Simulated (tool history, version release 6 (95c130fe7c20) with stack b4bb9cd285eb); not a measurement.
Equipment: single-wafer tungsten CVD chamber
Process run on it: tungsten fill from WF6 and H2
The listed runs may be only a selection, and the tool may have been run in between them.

run	day	heater temperature setpoint (°C)	chamber pressure (mTorr)	deposition time (s)	mean film thickness on the monitor wafer (nm)
1	0	385	35100	14.5	33.509
2	0.046	382	34300	14.5	31.427
3	0.308	382	34300	15	32.206
4	0.358	382	34300	14.5	31.245
5	0.442	379	33600	14.5	29.134
6	0.692	379	30600	14.5	27.235

Expected results for the next run?
7	0.938	377	30500	14.5	?

mean film thickness on the monitor wafer (nm): 26.01
